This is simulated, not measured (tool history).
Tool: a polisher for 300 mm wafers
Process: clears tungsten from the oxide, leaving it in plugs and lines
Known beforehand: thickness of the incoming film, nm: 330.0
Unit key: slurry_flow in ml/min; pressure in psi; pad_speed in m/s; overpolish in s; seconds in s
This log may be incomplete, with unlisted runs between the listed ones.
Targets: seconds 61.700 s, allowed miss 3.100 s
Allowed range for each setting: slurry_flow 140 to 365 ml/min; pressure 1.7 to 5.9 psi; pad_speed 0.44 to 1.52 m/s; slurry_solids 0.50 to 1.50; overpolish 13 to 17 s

{"run": 1, "hour": 0.0, "slurry_flow": 235, "pressure": 3.8, "pad_speed": 0.98, "slurry_solids": 1.0, "overpolish": 17, "seconds": 86.735}
{"run": 2, "hour": 2.9, "slurry_flow": 235, "pressure": 3.8, "pad_speed": 0.76, "slurry_solids": 1.0, "overpolish": 17, "seconds": 111.41}
{"run": 3, "hour": 5.0, "slurry_flow": 235, "pressure": 3.8, "pad_speed": 0.76, "slurry_solids": 1.0, "overpolish": 17, "seconds": 111.16}
{"run": 4, "hour": 8.8, "slurry_flow": 210, "pressure": 3.8, "pad_speed": 0.76, "slurry_solids": 1.0, "overpolish": 17, "seconds": 113.4}
{"run": 5, "hour": 11.9, "slurry_flow": 210, "pressure": 3.8, "pad_speed": 0.76, "slurry_solids": 1.0, "overpolish": 17, "seconds": 112.81}
{"hour": 13.6, "done": "worn pad replaced by a new one"}
{"run": 6, "hour": 13.6, "slurry_flow": 210, "pressure": 3.8, "pad_speed": 0.64, "slurry_solids": 1.0, "overpolish": 17, "seconds": 119.3}
{"run": 7, "hour": 22.1, "slurry_flow": 210, "pressure": 4.1, "pad_speed": 0.68, "slurry_solids": 1.0, "overpolish": 17, "seconds": 108.36}
{"run": 8, "hour": 29.0, "slurry_flow": 215, "pressure": 5.1, "pad_speed": 0.88, "slurry_solids": 1.05, "overpolish": 17, "seconds": 71.637}
{"run": 9, "hour": 34.7, "slurry_flow": 215, "pressure": 5.2, "pad_speed": 0.88, "slurry_solids": 1.05, "overpolish": 17, "seconds": 70.442}
{"run": 10, "hour": 40.4, "slurry_flow": 215, "pressure": 5.3, "pad_speed": 0.88, "slurry_solids": 1.05, "overpolish": 17, "seconds": 70.568}

5 candidate next runs follow, results not yet known. Just one meets every target within its allowed miss. Identify it.
{"run": "A", "hour": 46.1, "slurry_flow": 195, "pressure": 5.3, "pad_speed": 0.86, "slurry_solids": 1.1, "overpolish": 17, "seconds": "?"}
{"run": "B", "hour": 46.1, "slurry_flow": 200, "pressure": 5.6, "pad_speed": 0.86, "slurry_solids": 1.1, "overpolish": 16, "seconds": "?"}
{"run": "C", "hour": 46.1, "slurry_flow": 200, "pressure": 5.9, "pad_speed": 0.9, "slurry_solids": 1.1, "overpolish": 17, "seconds": "?"}
{"run": "D", "hour": 46.1, "slurry_flow": 190, "pressure": 5.0, "pad_speed": 0.88, "slurry_solids": 1.05, "overpolish": 13, "seconds": "?"}
{"run": "E", "hour": 46.1, "slurry_flow": 245, "pressure": 4.5, "pad_speed": 1.0, "slurry_solids": 1.05, "overpolish": 17, "seconds": "?"}

move=A seconds=72.390
move=B seconds=69.549
move=C seconds=64.191
move=D seconds=74.460
move=E seconds=68.825
A: its largest miss is bigger than the last run's
B: better than the last run, though not everything is in spec
C: all results land within tolerance of their targets
D: its largest miss is bigger than the last run's
E: better than the last run, though not everything is in spec
C meets every target.
